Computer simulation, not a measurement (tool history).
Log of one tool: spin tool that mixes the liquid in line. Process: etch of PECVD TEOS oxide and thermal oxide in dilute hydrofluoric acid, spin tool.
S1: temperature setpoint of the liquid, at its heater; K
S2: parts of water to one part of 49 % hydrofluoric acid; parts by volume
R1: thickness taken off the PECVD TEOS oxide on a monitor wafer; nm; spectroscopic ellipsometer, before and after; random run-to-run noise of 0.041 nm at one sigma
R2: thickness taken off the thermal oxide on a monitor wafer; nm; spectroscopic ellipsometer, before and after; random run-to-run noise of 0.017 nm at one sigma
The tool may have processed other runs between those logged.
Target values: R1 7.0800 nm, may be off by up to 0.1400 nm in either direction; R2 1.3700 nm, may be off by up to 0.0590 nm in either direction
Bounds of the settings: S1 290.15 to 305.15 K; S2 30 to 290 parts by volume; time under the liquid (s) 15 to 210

{"run": 1, "day": 0.0, "S1": 297.15, "S2": 160, "time under the liquid (s)": 105, "R1": 15.978, "R2": 3.0765}
{"run": 2, "day": 0.146, "S1": 297.15, "S2": 160, "time under the liquid (s)": 125, "R1": 19.015, "R2": 3.6573}
{"run": 3, "day": 0.512, "S1": 294.65, "S2": 160, "time under the liquid (s)": 125, "R1": 17.295, "R2": 3.3368}
{"run": 4, "day": 0.775, "S1": 293.65, "S2": 180, "time under the liquid (s)": 125, "R1": 14.403, "R2": 2.8148}
{"run": 5, "day": 0.967, "S1": 293.65, "S2": 205, "time under the liquid (s)": 125, "R1": 12.459, "R2": 2.4438}
{"run": 6, "day": 1.246, "S1": 293.65, "S2": 150, "time under the liquid (s)": 125, "R1": 17.842, "R2": 3.4989}
{"run": 7, "day": 1.338, "S1": 293.15, "S2": 175, "time under the liquid (s)": 125, "R1": 14.658, "R2": 2.8362}
{"run": 8, "day": 1.546, "S1": 292.65, "S2": 195, "time under the liquid (s)": 125, "R1": 12.647, "R2": 2.4606}
{"run": 9, "day": 1.867, "S1": 292.15, "S2": 210, "time under the liquid (s)": 125, "R1": 11.378, "R2": 2.1638}
{"run": 10, "day": 1.908, "S1": 291.65, "S2": 225, "time under the liquid (s)": 125, "R1": 10.236, "R2": 1.946}
{"run": 11, "day": 2.146, "S1": 291.15, "S2": 235, "time under the liquid (s)": 125, "R1": 9.5201, "R2": 1.8499}
{"run": 12, "day": 2.242, "S1": 291.15, "S2": 245, "time under the liquid (s)": 125, "R1": 9.0312, "R2": 1.7603}
{"run": 13, "day": 2.267, "S1": 291.15, "S2": 255, "time under the liquid (s)": 125, "R1": 8.4879, "R2": 1.6371}
{"run": 14, "day": 2.296, "S1": 291.15, "S2": 260, "time under the liquid (s)": 125, "R1": 8.4387, "R2": 1.6379}
{"run": 15, "day": 2.621, "S1": 291.15, "S2": 265, "time under the liquid (s)": 125, "R1": 8.2459, "R2": 1.6014}
{"run": 16, "day": 2.708, "S1": 291.15, "S2": 270, "time under the liquid (s)": 125, "R1": 8.0533, "R2": 1.5257}

Which one of the following 4 next-run settings gets every result inside its allowed miss? There is exactly one.
{"run": "A", "day": 2.796, "S1": 294.65, "S2": 275, "time under the liquid (s)": 100, "R1": "?", "R2": "?"}
{"run": "B", "day": 2.796, "S1": 291.15, "S2": 275, "time under the liquid (s)": 145, "R1": "?", "R2": "?"}
{"run": "C", "day": 2.796, "S1": 290.15, "S2": 255, "time under the liquid (s)": 130, "R1": "?", "R2": "?"}
{"run": "D", "day": 2.796, "S1": 291.65, "S2": 290, "time under the liquid (s)": 115, "R1": "?", "R2": "?"}

move=A R1=7.1560 R2=1.4017
move=B R1=9.1120 R2=1.7848
move=C R1=8.6277 R2=1.6899
move=D R1=6.8924 R2=1.3500
A: all results land within tolerance of their targets
B: further off than the last run
C: further off than the last run
D: takes the biggest miss from the last run beyond its target
A meets every target.

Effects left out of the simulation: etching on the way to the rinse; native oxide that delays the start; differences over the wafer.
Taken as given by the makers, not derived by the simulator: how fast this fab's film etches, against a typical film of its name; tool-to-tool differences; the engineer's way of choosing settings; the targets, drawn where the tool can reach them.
